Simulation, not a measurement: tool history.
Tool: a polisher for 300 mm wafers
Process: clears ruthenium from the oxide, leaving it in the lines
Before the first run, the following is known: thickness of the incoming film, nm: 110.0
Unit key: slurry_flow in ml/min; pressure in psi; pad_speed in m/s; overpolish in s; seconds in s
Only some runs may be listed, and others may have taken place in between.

| run | day | slurry_flow | pressure | pad_speed | overpolish | seconds |
|---|---|---|---|---|---|---|
| 1 | 0 | 125 | 2.6 | 1.18 | 23 | 55.257 |
| 2 | 0.267 | 125 | 2.5 | 1.18 | 23 | 58.981 |
| 3 | 0.604 | 125 | 2.4 | 1.18 | 23 | 59.721 |
| 4 | 0.929 | 125 | 2.4 | 1.18 | 25 | 61.4 |
| 5 | 1.179 | 125 | 2.4 | 1.18 | 23 | 60.163 |
| 6 | 1.317 | 125 | 2.3 | 1.18 | 23 | 62.499 |
| 7 | 1.462 | 125 | 2.2 | 1.18 | 23 | 65.072 |

The next listed run, before its measurement:
| 8 | 1.812 | 115 | 1.8 | 1.16 | 23 | ? |

{"run 8": {"seconds": 83.06}}
